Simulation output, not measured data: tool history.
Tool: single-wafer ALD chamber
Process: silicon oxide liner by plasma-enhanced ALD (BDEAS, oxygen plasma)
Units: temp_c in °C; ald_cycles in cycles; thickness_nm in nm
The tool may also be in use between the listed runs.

run	hour	temp_c	ald_cycles	thickness_nm
1	0	315	48	5.0204
2	0.8	315	49	5.1114
3	2.1	320	49	5.0932
4	5.3	310	49	5.1118
5	6.7	310	50	5.2703
6	7.7	310	51	5.3866
7	10.4	310	52	5.4681
8	18.1	310	53	5.5954
9	24.4	310	54	5.6764
10	26.4	310	55	5.7809

The next listed run, before its measurement:
11	30.6	309	57	?

{"run 11": {"thickness_nm": 5.966}}
